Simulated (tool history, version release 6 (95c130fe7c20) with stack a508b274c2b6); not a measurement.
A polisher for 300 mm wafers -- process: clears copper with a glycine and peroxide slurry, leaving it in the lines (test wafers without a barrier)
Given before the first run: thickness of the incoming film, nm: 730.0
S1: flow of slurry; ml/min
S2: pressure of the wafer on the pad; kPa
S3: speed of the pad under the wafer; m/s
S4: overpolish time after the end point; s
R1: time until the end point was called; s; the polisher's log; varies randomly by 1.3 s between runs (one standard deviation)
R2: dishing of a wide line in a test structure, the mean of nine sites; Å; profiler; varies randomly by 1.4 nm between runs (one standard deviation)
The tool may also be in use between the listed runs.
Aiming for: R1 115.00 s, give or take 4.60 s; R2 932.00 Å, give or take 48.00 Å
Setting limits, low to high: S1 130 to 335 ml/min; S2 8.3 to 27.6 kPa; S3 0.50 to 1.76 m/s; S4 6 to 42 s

{"run": 1, "day": 0.0, "S1": 215, "S2": 17.9, "S3": 1.12, "S4": 21, "R1": 114.34, "R2": 738.69}
{"run": 2, "day": 0.333, "S1": 215, "S2": 17.9, "S3": 1.12, "S4": 23, "R1": 117.27, "R2": 774.38}
{"run": 3, "day": 0.688, "S1": 215, "S2": 17.9, "S3": 1.12, "S4": 24, "R1": 116.31, "R2": 826.11}
{"run": 4, "day": 0.738, "S1": 215, "S2": 17.9, "S3": 1.12, "S4": 25, "R1": 118.55, "R2": 804.68}
{"run": 5, "day": 0.875, "S1": 215, "S2": 17.9, "S3": 1.12, "S4": 17, "R1": 117.78, "R2": 641.1}
{"run": 6, "day": 1.121, "S1": 215, "S2": 20.0, "S3": 1.12, "S4": 17, "R1": 108.63, "R2": 676.0}
{"run": 7, "day": 1.229, "S1": 215, "S2": 20.0, "S3": 1.12, "S4": 19, "R1": 108.49, "R2": 730.86}
{"run": 8, "day": 1.288, "S1": 215, "S2": 20.0, "S3": 1.1, "S4": 21, "R1": 107.88, "R2": 780.12}
{"run": 9, "day": 1.529, "S1": 215, "S2": 20.0, "S3": 1.1, "S4": 22, "R1": 108.86, "R2": 791.47}
{"run": 10, "day": 1.633, "S1": 215, "S2": 20.0, "S3": 1.1, "S4": 23, "R1": 108.61, "R2": 807.92}
{"run": 11, "day": 1.658, "S1": 215, "S2": 20.0, "S3": 1.1, "S4": 24, "R1": 110.75, "R2": 841.91}
{"run": 12, "day": 1.775, "S1": 215, "S2": 20.0, "S3": 1.1, "S4": 25, "R1": 110.28, "R2": 854.26}
{"run": 13, "day": 1.846, "S1": 215, "S2": 20.0, "S3": 1.1, "S4": 26, "R1": 108.39, "R2": 853.23}
{"run": 14, "day": 1.9, "S1": 215, "S2": 20.0, "S3": 1.1, "S4": 27, "R1": 111.14, "R2": 898.03}

Which one of the following 5 next-run settings gets every result inside its allowed miss? There is exactly one.
{"run": "A", "day": 1.954, "S1": 245, "S2": 22.1, "S3": 0.92, "S4": 30, "R1": "?", "R2": "?"}
{"run": "B", "day": 1.954, "S1": 235, "S2": 20.0, "S3": 1.14, "S4": 29, "R1": "?", "R2": "?"}
{"run": "C", "day": 1.954, "S1": 225, "S2": 20.0, "S3": 1.16, "S4": 27, "R1": "?", "R2": "?"}
{"run": "D", "day": 1.954, "S1": 205, "S2": 23.4, "S3": 0.98, "S4": 26, "R1": "?", "R2": "?"}
{"run": "E", "day": 1.954, "S1": 210, "S2": 20.7, "S3": 1.14, "S4": 29, "R1": "?", "R2": "?"}

move=A R1=116.26 R2=946.66
move=B R1=106.95 R2=950.81
move=C R1=105.90 R2=923.05
move=D R1=106.90 R2=916.89
move=E R1=105.05 R2=959.78
A: each result inside its tolerance
B: further off than the last run
C: further off than the last run
D: further off than the last run
E: further off than the last run
Answer: A
